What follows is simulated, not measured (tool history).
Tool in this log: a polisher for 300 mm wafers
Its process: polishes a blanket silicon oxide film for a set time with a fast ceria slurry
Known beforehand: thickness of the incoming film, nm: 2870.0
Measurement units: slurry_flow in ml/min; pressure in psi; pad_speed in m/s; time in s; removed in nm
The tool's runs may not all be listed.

run	hour	slurry_flow	pressure	pad_speed	time	removed
1	0.0	315	3.2	1.28	63	1364.7
2	3.7	315	2.9	1.28	63	1268.9
3	6.4	315	3.3	1.28	63	1417.3
4	13.9	315	3.0	1.28	63	1319.5
5	21.4	315	2.7	1.28	63	1207.7
6	29.0	315	2.5	1.28	63	1129.5
7	36.8	315	2.4	1.28	63	1069.9
8	44.8	315	2.3	1.28	63	1026.5

Run 9 is up next; what results do you expect?
9	48.5	315	2.2	1.28	63	?

Run 9 yielded removed 1005.9 nm.

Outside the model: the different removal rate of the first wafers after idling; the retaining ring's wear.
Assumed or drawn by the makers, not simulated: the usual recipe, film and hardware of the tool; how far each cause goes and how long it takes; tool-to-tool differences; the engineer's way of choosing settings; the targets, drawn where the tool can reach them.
